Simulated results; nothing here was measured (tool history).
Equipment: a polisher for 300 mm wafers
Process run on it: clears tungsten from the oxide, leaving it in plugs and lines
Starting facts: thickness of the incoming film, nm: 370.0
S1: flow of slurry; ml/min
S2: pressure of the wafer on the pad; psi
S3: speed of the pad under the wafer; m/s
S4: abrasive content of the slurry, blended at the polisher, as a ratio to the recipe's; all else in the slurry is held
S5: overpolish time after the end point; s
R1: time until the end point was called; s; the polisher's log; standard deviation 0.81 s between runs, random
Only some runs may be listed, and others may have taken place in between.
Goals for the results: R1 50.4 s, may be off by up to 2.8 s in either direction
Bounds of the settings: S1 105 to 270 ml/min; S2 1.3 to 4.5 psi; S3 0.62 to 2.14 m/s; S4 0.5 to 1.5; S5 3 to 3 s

run,day,S1,S2,S3,S4,S5,R1
1,0,175,2.9,1.38,1,3,65.226
2,0.329,175,3.2,1.38,1,3,60.823
3,0.517,175,3.2,1.38,0.85,3,60.528
4,0.608,145,3.2,1.38,0.85,3,64.396
5,0.683,145,2.7,1.38,0.85,3,73.671
6,0.717,145,2.8,1.38,0.85,3,71.942
7,0.833,145,3.6,1.44,0.85,3,56.264
8,1.062,155,3.8,1.44,0.85,3,53.738

Exercise: of the 4 proposed moves below, exactly one satisfies all targets within the stated allowed misses. Which move is it?
A,1.292,130,3.6,1.44,0.85,3,?
B,1.292,135,4.1,1.34,0.85,3,?
C,1.292,170,4,1.48,0.85,3,?
D,1.292,150,3.5,1.5,0.9,3,?

move,R1
A,58.04
B,55.588
C,49.404
D,54.771
A: further off than the last run
B: further off than the last run
C: every result lands within tolerance
D: further off than the last run
The right move is C.
